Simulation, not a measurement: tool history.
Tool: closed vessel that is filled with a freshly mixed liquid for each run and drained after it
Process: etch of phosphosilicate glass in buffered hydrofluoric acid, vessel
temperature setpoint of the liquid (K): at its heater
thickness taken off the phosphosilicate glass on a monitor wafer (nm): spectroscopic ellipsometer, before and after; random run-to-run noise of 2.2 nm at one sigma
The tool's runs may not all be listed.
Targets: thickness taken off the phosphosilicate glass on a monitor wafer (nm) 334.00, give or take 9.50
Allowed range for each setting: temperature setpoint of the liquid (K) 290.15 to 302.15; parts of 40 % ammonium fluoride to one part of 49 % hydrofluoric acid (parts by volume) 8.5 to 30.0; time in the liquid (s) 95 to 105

| run | hour | temperature setpoint of the liquid (K) | parts of 40 % ammonium fluoride to one part of 49 % hydrofluoric acid (parts by volume) | time in the liquid (s) | thickness taken off the phosphosilicate glass on a monitor wafer (nm) |
|---|---|---|---|---|---|
| 1 | 0.0 | 294.15 | 23.0 | 95 | 259.50 |
| 2 | 2.4 | 290.65 | 23.0 | 95 | 212.06 |
| 3 | 10.6 | 293.65 | 23.0 | 95 | 254.50 |
| 4 | 14.5 | 294.15 | 23.0 | 95 | 258.52 |
| 5 | 23.2 | 294.15 | 23.0 | 95 | 259.98 |
| 6 | 28.1 | 295.65 | 23.0 | 95 | 282.81 |
| 7 | 36.8 | 296.15 | 23.0 | 95 | 286.82 |
| 8 | 41.5 | 299.65 | 22.5 | 95 | 357.46 |
| 9 | 47.4 | 299.15 | 22.5 | 95 | 347.33 |

Consider the 5 candidate settings below. Which is the only one whose results all fall within their allowed miss of target?
| A | 53.3 | 299.65 | 25.0 | 105 | ? |
| B | 53.3 | 298.65 | 24.5 | 100 | ? |
| C | 53.3 | 299.15 | 22.0 | 95 | ? |
| D | 53.3 | 300.15 | 23.5 | 95 | ? |
| E | 53.3 | 296.15 | 19.0 | 100 | ? |

| move | thickness taken off the phosphosilicate glass on a monitor wafer (nm) |
|---|---|
| A | 366.69 |
| B | 335.42 |
| C | 352.54 |
| D | 355.63 |
| E | 353.83 |
A: the biggest miss grows against the last run
B: meets every target
C: the biggest miss grows against the last run
D: the biggest miss grows against the last run
E: the biggest miss grows against the last run
The right move is B.
